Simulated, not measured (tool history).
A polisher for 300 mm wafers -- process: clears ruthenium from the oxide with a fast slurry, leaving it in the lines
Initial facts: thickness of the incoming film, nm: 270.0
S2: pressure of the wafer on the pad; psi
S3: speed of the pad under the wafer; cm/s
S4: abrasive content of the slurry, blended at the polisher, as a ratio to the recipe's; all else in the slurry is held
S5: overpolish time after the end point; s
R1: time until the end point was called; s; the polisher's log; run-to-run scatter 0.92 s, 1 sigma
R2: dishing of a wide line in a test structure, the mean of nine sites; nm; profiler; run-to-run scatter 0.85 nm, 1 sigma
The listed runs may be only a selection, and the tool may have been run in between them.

{"run": 1, "hour": 0.0, "flow of slurry (ml/min)": 205, "S2": 2.2, "S3": 110, "S4": 1.0, "S5": 12, "R1": 67.859, "R2": 34.719}
{"run": 2, "hour": 7.0, "flow of slurry (ml/min)": 205, "S2": 2.2, "S3": 110, "S4": 1.0, "S5": 8, "R1": 68.698, "R2": 24.035}
{"run": 3, "hour": 8.1, "flow of slurry (ml/min)": 205, "S2": 2.2, "S3": 110, "S4": 0.9, "S5": 8, "R1": 69.624, "R2": 23.056}
{"run": 4, "hour": 16.8, "flow of slurry (ml/min)": 180, "S2": 2.2, "S3": 110, "S4": 0.9, "S5": 8, "R1": 72.097, "R2": 22.921}
{"run": 5, "hour": 24.5, "flow of slurry (ml/min)": 180, "S2": 2.2, "S3": 114, "S4": 1.0, "S5": 10, "R1": 68.272, "R2": 29.794}
{"run": 6, "hour": 27.0, "flow of slurry (ml/min)": 175, "S2": 2.3, "S3": 116, "S4": 1.1, "S5": 11, "R1": 59.537, "R2": 37.062}
{"run": 7, "hour": 31.7, "flow of slurry (ml/min)": 175, "S2": 2.3, "S3": 116, "S4": 1.15, "S5": 12, "R1": 58.786, "R2": 39.062}

What will run 8 give?
{"run": 8, "hour": 32.4, "flow of slurry (ml/min)": 170, "S2": 2.4, "S3": 118, "S4": 1.1, "S5": 13, "R1": "?", "R2": "?"}

R1: 55.974 s
R2: 44.260 nm
